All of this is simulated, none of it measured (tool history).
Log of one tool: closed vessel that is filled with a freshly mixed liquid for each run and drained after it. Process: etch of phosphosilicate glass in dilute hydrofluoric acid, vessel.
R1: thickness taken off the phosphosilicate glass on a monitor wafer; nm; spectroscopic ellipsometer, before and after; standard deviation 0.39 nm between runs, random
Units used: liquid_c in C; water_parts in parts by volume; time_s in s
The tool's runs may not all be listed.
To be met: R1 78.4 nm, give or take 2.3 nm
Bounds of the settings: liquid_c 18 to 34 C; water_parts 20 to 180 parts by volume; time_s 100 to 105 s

run 1 hour=0 | liquid_c=26 water_parts=100 time_s=100 | R1=101.83
run 2 hour=2.8 | liquid_c=26 water_parts=100 time_s=100 | R1=103.47
run 3 hour=8 | liquid_c=24.5 water_parts=100 time_s=100 | R1=97.174
run 4 hour=9.8 | liquid_c=23 water_parts=100 time_s=100 | R1=90.701
run 5 hour=15.1 | liquid_c=23 water_parts=85 time_s=100 | R1=108.35
run 6 hour=24.2 | liquid_c=23 water_parts=70 time_s=100 | R1=134.94
run 7 hour=25.2 | liquid_c=22 water_parts=75 time_s=100 | R1=120.3
run 8 hour=31.3 | liquid_c=21 water_parts=80 time_s=100 | R1=107.74
run 9 hour=35.7 | liquid_c=20.5 water_parts=85 time_s=100 | R1=99.263
run 10 hour=43.9 | liquid_c=20 water_parts=90 time_s=100 | R1=91.322
run 11 hour=46.3 | liquid_c=19.5 water_parts=90 time_s=100 | R1=89.059

Which of these 5 next moves meets every target?
run A hour=48.7 | liquid_c=19.5 water_parts=105 time_s=100 | R1=?
run B hour=48.7 | liquid_c=18 water_parts=90 time_s=100 | R1=?
run C hour=48.7 | liquid_c=22 water_parts=95 time_s=105 | R1=?
run D hour=48.7 | liquid_c=18 water_parts=100 time_s=105 | R1=?
run E hour=48.7 | liquid_c=18 water_parts=100 time_s=100 | R1=?

move=A R1=74.913
move=B R1=83.462
move=C R1=97.375
move=D R1=78.03
move=E R1=74.315
A: pushes the last run's worst result past its target
B: an improvement on the last run, though not all results are within tolerance
C: its largest miss is bigger than the last run's
D: all results land within tolerance of their targets
E: pushes the last run's worst result past its target
The move that meets every target is D.
